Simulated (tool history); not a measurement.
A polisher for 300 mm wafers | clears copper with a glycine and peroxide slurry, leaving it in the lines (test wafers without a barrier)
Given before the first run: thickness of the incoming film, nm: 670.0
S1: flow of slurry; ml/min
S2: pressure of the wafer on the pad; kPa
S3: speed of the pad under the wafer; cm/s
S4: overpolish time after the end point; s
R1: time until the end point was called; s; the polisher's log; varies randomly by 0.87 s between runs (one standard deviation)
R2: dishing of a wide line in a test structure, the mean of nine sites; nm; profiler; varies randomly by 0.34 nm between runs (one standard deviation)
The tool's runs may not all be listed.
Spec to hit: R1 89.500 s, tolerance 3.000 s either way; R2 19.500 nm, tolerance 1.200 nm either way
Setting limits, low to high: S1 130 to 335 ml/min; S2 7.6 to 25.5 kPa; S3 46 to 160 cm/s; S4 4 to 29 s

run	hour	S1	S2	S3	S4	R1	R2
1	0.0	215	16.5	102	15	138.370	18.889
2	2.6	215	13.1	102	15	164.670	19.601
3	5.8	215	14.5	102	16	154.490	19.762
4	9.1	215	14.5	88	16	171.360	19.280
5	17.6	215	15.9	90	17	158.930	19.759
6	23.4	215	18.6	90	17	141.030	20.313
7	26.4	225	22.8	112	10	102.120	17.845
8	31.0	225	23.4	112	11	99.862	19.116
9	39.2	225	24.8	114	11	94.085	19.092

Exactly one of the 5 candidate moves below puts every result within its allowed miss. Which one?
A	47.4	205	23.4	110	20	?	?
B	47.4	225	25.5	116	20	?	?
C	47.4	215	22.8	114	11	?	?
D	47.4	205	24.8	110	10	?	?
E	47.4	265	23.4	112	16	?	?

move	R1	R2
A	103.070	19.560
B	91.326	19.377
C	101.710	18.580
D	98.671	18.337
E	98.865	19.377
A: moves away from the targets compared with the last run
B: all results in spec
C: moves away from the targets compared with the last run
D: moves away from the targets compared with the last run
E: moves away from the targets compared with the last run
Correct choice: B, which meets every target

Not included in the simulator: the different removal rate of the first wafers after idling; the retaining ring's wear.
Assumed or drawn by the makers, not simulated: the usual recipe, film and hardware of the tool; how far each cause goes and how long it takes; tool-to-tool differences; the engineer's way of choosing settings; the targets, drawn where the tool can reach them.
